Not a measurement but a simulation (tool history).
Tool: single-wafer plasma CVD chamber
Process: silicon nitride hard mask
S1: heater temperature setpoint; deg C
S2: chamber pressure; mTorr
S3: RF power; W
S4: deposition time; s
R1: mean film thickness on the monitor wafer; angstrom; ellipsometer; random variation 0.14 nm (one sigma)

run 1 hour=0.0 | S1=385 S2=2010 S3=265 S4=51.0 | R1=591.27
run 2 hour=6.7 | S1=387 S2=1770 S3=240 S4=50.3 | R1=509.48
run 3 hour=10.1 | S1=387 S2=1770 S3=275 S4=50.3 | R1=579.28
run 4 hour=18.3 | S1=387 S2=2060 S3=275 S4=50.3 | R1=604.89
run 5 hour=27.1 | S1=387 S2=2060 S3=275 S4=51.0 | R1=614.40
run 6 hour=32.7 | S1=387 S2=2060 S3=275 S4=48.7 | R1=586.36
run 7 hour=37.6 | S1=388 S2=1840 S3=255 S4=48.7 | R1=528.14
run 8 hour=43.2 | S1=388 S2=1670 S3=240 S4=48.7 | R1=484.48
run 9 hour=46.0 | S1=388 S2=1540 S3=230 S4=48.7 | R1=452.56

The next listed run, before its measurement:
run 10 hour=51.6 | S1=388 S2=1210 S3=215 S4=48.7 | R1=?

R1: 389.73 angstrom
